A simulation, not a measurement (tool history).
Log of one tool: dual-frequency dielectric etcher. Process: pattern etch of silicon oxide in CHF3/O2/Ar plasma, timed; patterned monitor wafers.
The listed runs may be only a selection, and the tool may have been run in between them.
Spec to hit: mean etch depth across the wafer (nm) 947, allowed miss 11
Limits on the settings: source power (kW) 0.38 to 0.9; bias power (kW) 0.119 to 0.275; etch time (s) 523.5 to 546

run,hour,source power (kW),bias power (kW),etch time (s),mean etch depth across the wafer (nm)
1,0,0.64,0.197,523.5,1057.8
2,4.8,0.58,0.196,523.5,1026.7
3,11.9,0.49,0.196,523.5,972.19
4,12.9,0.58,0.196,523.5,1026.7
5,19.2,0.5,0.196,523.5,982.39
6,26.4,0.5,0.219,523.5,1036.6
7,30,0.46,0.215,523.5,997.33
8,33.1,0.44,0.214,523.5,981.69
9,35.1,0.42,0.214,523.5,975
10,38.9,0.41,0.213,523.5,966.46

4 next moves are on the table. One of them brings every result within its allowed miss. Which?
A,42.7,0.39,0.185,543,?
B,42.7,0.38,0.214,536.5,?
C,42.7,0.38,0.217,534,?
D,42.7,0.38,0.213,527,?

move,mean etch depth across the wafer (nm)
A,912.23
B,964.37
C,966.72
D,945.03
A: takes the result that was furthest off past its target
B: nearer than the last run, and not there yet
C: no nearer and no further than the last run
D: all results land within tolerance of their targets
Answer: D
